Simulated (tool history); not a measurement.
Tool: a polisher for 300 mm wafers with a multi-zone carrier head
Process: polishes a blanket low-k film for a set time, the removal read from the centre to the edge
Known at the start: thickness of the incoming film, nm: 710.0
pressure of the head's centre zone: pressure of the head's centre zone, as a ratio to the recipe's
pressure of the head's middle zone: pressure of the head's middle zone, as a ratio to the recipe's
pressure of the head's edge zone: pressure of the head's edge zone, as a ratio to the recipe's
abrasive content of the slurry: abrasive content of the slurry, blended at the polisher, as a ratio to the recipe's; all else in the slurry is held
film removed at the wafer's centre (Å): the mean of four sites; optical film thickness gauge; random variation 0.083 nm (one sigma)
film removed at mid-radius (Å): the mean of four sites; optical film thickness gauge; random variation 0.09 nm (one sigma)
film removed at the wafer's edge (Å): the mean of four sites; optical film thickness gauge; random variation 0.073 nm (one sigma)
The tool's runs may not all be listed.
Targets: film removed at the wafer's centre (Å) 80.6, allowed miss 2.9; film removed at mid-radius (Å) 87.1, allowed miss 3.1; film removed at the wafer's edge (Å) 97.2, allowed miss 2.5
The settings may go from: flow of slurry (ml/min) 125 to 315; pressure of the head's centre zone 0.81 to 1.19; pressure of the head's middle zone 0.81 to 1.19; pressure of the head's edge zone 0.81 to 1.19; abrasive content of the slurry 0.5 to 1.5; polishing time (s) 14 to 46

run	hour	flow of slurry (ml/min)	pressure of the head's centre zone	pressure of the head's middle zone	pressure of the head's edge zone	abrasive content of the slurry	polishing time (s)	film removed at the wafer's centre (Å)	film removed at mid-radius (Å)	film removed at the wafer's edge (Å)
1	0	205	1	1	1	1	30	81.415	82.217	82.568
2	8.1	205	1	1	1	0.9	30	75.566	78.165	77.292
3	9.4	205	1	1	1	0.9	27	67.587	70.001	68.685
4	17.6	210	0.97	1	1.05	1	27	70.889	75.917	76.668
5	20.6	220	0.96	0.99	1.09	1.05	27	73.092	76.614	79.888
6	22.5	220	0.96	1.07	1.09	1.05	27	74.148	81.7	79.483
7	30.4	225	0.94	1.04	1.12	1.1	27	72.431	84.453	83.699
8	31.6	230	0.94	1.01	1.14	1.15	27	75.386	81.254	87.461
9	33.1	240	0.94	1.01	1.16	1.2	27	78.85	85.411	90.164

Which of these 4 next moves meets every target?
A	34.6	300	0.95	1.14	1.09	1.15	25	?	?	?
B	34.6	155	0.9	0.91	1.19	1.15	33	?	?	?
C	34.6	165	0.94	0.97	1.15	1.4	29	?	?	?
D	34.6	220	1.03	0.99	1.14	1.35	25	?	?	?

move	film removed at the wafer's centre (Å)	film removed at mid-radius (Å)	film removed at the wafer's edge (Å)
A	75.112	88.546	81.278
B	80.032	84.048	101.97
C	82.348	87.017	97.691
D	82.855	80.405	86.578
A: further off than the last run
B: takes the result that was furthest off past its target
C: meets every target
D: further off than the last run
Move C is the one to make.
